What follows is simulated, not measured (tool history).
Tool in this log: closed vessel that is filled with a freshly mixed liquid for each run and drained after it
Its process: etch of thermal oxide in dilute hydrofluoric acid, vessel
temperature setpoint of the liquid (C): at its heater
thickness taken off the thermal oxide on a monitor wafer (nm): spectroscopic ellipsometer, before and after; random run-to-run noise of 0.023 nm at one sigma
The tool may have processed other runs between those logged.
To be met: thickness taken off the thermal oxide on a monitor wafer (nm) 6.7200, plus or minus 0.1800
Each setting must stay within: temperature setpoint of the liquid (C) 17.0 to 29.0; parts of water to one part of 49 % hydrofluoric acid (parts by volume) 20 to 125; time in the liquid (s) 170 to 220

run,day,temperature setpoint of the liquid (C),parts of water to one part of 49 % hydrofluoric acid (parts by volume),time in the liquid (s),thickness taken off the thermal oxide on a monitor wafer (nm)
1,0.000,21.0,70,220,12.2960
2,0.183,22.5,70,220,13.0570
3,0.492,21.5,75,220,11.6130
4,0.629,21.5,75,220,11.6220
5,0.896,21.5,100,220,8.4563
6,0.942,21.5,100,220,8.4861
7,1.304,21.0,100,220,8.3024
8,1.421,20.5,100,220,8.1041
# day 1.650: thermometer replaced
9,1.650,17.0,105,220,7.1085

Below are 4 possible settings for the next run. Only one of them brings all results inside the allowed miss of their targets. Which is it?
A,1.879,20.0,95,180,?
B,1.879,19.5,95,170,?
C,1.879,19.0,105,220,?
D,1.879,20.5,105,205,?

move,thickness taken off the thermal oxide on a monitor wafer (nm)
A,7.3448
B,6.7950
C,7.7083
D,7.6387
A: moves away from the targets compared with the last run
B: hits every target within its allowed miss
C: moves away from the targets compared with the last run
D: moves away from the targets compared with the last run
B is the move that brings every result within its allowed miss.
